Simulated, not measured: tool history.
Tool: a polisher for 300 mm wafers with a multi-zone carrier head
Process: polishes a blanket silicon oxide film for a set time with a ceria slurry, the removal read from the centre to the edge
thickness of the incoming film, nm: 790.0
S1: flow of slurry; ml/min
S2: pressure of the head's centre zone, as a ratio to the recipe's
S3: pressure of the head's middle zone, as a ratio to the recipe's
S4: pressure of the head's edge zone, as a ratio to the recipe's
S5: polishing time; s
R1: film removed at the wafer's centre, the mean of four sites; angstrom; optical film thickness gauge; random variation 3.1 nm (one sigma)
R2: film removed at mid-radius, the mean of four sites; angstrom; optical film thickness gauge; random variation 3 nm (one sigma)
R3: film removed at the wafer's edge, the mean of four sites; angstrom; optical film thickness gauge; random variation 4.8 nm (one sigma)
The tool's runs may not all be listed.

run,hour,S1,S2,S3,S4,S5,R1,R2,R3
1,0.0,125,1.00,1.00,1.00,64,2774.8,2669.3,2702.1
2,5.7,135,1.02,1.03,1.03,68,3012.8,2921.2,2892.8
3,7.7,135,1.02,1.03,1.03,82,3662.4,3535.9,3553.9
4,9.6,135,1.02,1.03,1.07,82,3626.9,3568.1,3708.8
5,12.5,135,1.02,1.03,1.07,90,4017.7,3881.6,3926.4
6,19.9,135,1.02,1.00,1.07,90,4038.3,3753.6,3951.8
7,27.4,145,1.03,1.02,1.07,90,4038.8,3935.9,3930.9

Forecast run 8:
8,35.8,145,1.05,1.04,1.08,91,?,?,?

{"run 8": {"R1": 4202.5, "R2": 4033.7, "R3": 4059.4}}
